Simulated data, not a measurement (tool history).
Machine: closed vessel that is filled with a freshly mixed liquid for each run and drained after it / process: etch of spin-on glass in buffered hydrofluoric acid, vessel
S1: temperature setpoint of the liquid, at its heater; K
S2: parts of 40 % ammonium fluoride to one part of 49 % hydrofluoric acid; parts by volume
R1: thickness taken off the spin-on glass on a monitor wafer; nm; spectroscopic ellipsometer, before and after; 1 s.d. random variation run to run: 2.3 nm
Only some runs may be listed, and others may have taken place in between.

{"run": 1, "hour": 0.0, "S1": 294.15, "S2": 7.5, "time in the liquid (s)": 105, "R1": 387.61}
{"run": 2, "hour": 7.7, "S1": 294.15, "S2": 7.5, "time in the liquid (s)": 110, "R1": 409.84}
{"run": 3, "hour": 9.6, "S1": 293.15, "S2": 7.5, "time in the liquid (s)": 110, "R1": 384.95}
{"run": 4, "hour": 14.1, "S1": 292.65, "S2": 7.5, "time in the liquid (s)": 110, "R1": 373.2}
{"run": 5, "hour": 22.9, "S1": 292.15, "S2": 7.5, "time in the liquid (s)": 110, "R1": 366.96}
{"run": 6, "hour": 28.5, "S1": 292.15, "S2": 7.5, "time in the liquid (s)": 105, "R1": 345.4}

For run 7, what comes out?
{"run": 7, "hour": 36.0, "S1": 291.65, "S2": 7.5, "time in the liquid (s)": 105, "R1": "?"}

Run 7 came out at R1 342.32 nm.
